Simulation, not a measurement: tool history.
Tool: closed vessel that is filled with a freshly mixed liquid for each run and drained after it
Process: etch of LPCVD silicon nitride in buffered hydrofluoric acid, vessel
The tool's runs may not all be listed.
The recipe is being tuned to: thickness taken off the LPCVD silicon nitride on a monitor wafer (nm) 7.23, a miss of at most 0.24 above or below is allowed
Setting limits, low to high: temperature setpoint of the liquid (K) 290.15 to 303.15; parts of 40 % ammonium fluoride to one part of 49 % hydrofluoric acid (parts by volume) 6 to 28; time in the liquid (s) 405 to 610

run,hour,temperature setpoint of the liquid (K),parts of 40 % ammonium fluoride to one part of 49 % hydrofluoric acid (parts by volume),time in the liquid (s),thickness taken off the LPCVD silicon nitride on a monitor wafer (nm)
1,0,295.15,17,610,4.244
2,4,296.65,17,610,4.52
3,12,296.65,14,610,5.5645
4,14.9,296.65,18.5,610,4.2522
5,21.9,298.65,17.5,610,4.9652
6,22.6,298.65,17.5,405,3.282
7,31.1,298.65,14,415,4.2221
8,32.8,298.65,11.5,470,5.7813
9,35.5,299.15,10.5,470,6.6125
10,43.2,300.15,10.5,470,6.8051

Pick the move, out of 5, that brings all results within their allowed miss; only one does.
A,50.9,299.65,12.5,610,?
B,50.9,299.15,8.5,405,?
C,50.9,299.65,9,405,?
D,50.9,298.65,13,585,?
E,50.9,300.15,14.5,610,?

move,thickness taken off the LPCVD silicon nitride on a monitor wafer (nm)
A,7.2788
B,6.6479
C,6.4181
D,6.3654
E,6.4652
A: hits every target within its allowed miss
B: moves away from the targets compared with the last run
C: moves away from the targets compared with the last run
D: moves away from the targets compared with the last run
E: moves away from the targets compared with the last run
Go with A: it meets all targets.

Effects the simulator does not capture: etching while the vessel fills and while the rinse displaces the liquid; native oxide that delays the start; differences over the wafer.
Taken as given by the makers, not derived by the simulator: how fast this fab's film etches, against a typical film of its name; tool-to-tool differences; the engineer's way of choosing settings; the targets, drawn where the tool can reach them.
